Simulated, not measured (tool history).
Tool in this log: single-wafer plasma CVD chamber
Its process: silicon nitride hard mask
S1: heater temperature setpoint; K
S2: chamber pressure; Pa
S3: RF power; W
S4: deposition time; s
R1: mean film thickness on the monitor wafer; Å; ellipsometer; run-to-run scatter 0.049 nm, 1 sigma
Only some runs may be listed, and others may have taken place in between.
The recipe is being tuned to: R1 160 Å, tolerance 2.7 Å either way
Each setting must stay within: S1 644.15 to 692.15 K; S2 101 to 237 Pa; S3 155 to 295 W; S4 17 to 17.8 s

| run | hour | S1 | S2 | S3 | S4 | R1 |
|---|---|---|---|---|---|---|
| 1 | 0 | 668.15 | 169 | 225 | 17.8 | 146.81 |
| 2 | 2 | 668.15 | 196 | 225 | 17.8 | 156.58 |
| 3 | 9.4 | 668.15 | 196 | 205 | 17.8 | 147.08 |
| 4 | 14.9 | 662.15 | 196 | 205 | 17.8 | 147.55 |
| 5 | 20.1 | 670.15 | 196 | 205 | 17.8 | 147.32 |
| 6 | 24.3 | 670.15 | 207 | 205 | 17.8 | 150.44 |
| 7 | 32.9 | 670.15 | 215 | 205 | 17.8 | 152.21 |
| 8 | 39.2 | 670.15 | 221 | 205 | 17.8 | 154.11 |

5 next moves are on the table. One of them brings every result within its allowed miss. Which?
| A | 45.5 | 674.15 | 237 | 225 | 17.8 | ? |
| B | 45.5 | 675.15 | 220 | 210 | 17.8 | ? |
| C | 45.5 | 669.15 | 213 | 240 | 17.4 | ? |
| D | 45.5 | 665.15 | 229 | 210 | 17.8 | ? |
| E | 45.5 | 674.15 | 223 | 235 | 17.5 | ? |

| move | R1 |
|---|---|
| A | 167.68 |
| B | 155.85 |
| C | 164.71 |
| D | 158.95 |
| E | 165.78 |
A: takes the result that was furthest off past its target
B: closes in on the targets versus the last run, not all within tolerance yet
C: takes the result that was furthest off past its target
D: each result inside its tolerance
E: takes the result that was furthest off past its target
D is the move that brings every result within its allowed miss.
